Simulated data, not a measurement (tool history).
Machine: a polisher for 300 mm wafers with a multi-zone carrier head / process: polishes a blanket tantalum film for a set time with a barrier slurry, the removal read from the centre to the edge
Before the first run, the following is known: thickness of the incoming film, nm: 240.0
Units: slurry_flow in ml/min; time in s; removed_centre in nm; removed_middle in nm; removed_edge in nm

{"run": 1, "hour": 0.0, "slurry_flow": 145, "centre_zone": 1, "middle_zone": 1, "edge_zone": 1, "slurry_solids": 1, "time": 71, "removed_centre": 62.005, "removed_middle": 61.471, "removed_edge": 59.927}
{"run": 2, "hour": 5.4, "slurry_flow": 145, "centre_zone": 1, "middle_zone": 1.07, "edge_zone": 1, "slurry_solids": 1, "time": 71, "removed_centre": 62.103, "removed_middle": 64.263, "removed_edge": 60.271}
{"run": 3, "hour": 11.8, "slurry_flow": 145, "centre_zone": 1, "middle_zone": 1.07, "edge_zone": 1, "slurry_solids": 1, "time": 56, "removed_centre": 48.09, "removed_middle": 49.802, "removed_edge": 46.873}
{"run": 4, "hour": 18.9, "slurry_flow": 145, "centre_zone": 1, "middle_zone": 1.07, "edge_zone": 1, "slurry_solids": 1.15, "time": 56, "removed_centre": 49.784, "removed_middle": 53.238, "removed_edge": 49.392}
{"run": 5, "hour": 26.3, "slurry_flow": 155, "centre_zone": 1.01, "middle_zone": 1.09, "edge_zone": 1.03, "slurry_solids": 1.25, "time": 60, "removed_centre": 56.867, "removed_middle": 58.338, "removed_edge": 55.412}
{"run": 6, "hour": 29.4, "slurry_flow": 155, "centre_zone": 1.01, "middle_zone": 1.09, "edge_zone": 1.08, "slurry_solids": 1.25, "time": 60, "removed_centre": 56.276, "removed_middle": 59.312, "removed_edge": 56.214}
{"run": 7, "hour": 32.3, "slurry_flow": 160, "centre_zone": 1, "middle_zone": 1.11, "edge_zone": 1.09, "slurry_solids": 1.3, "time": 63, "removed_centre": 59.416, "removed_middle": 63.438, "removed_edge": 60.772}
{"run": 8, "hour": 38.4, "slurry_flow": 165, "centre_zone": 0.99, "middle_zone": 1.13, "edge_zone": 1.08, "slurry_solids": 1.35, "time": 66, "removed_centre": 62.022, "removed_middle": 68.235, "removed_edge": 63.039}

For run 9, what comes out?
{"run": 9, "hour": 46.5, "slurry_flow": 170, "centre_zone": 0.99, "middle_zone": 1.14, "edge_zone": 1.1, "slurry_solids": 1.4, "time": 68, "removed_centre": "?", "removed_middle": "?", "removed_edge": "?"}

removed_centre: 65.021 nm
removed_middle: 72.725 nm
removed_edge: 66.991 nm
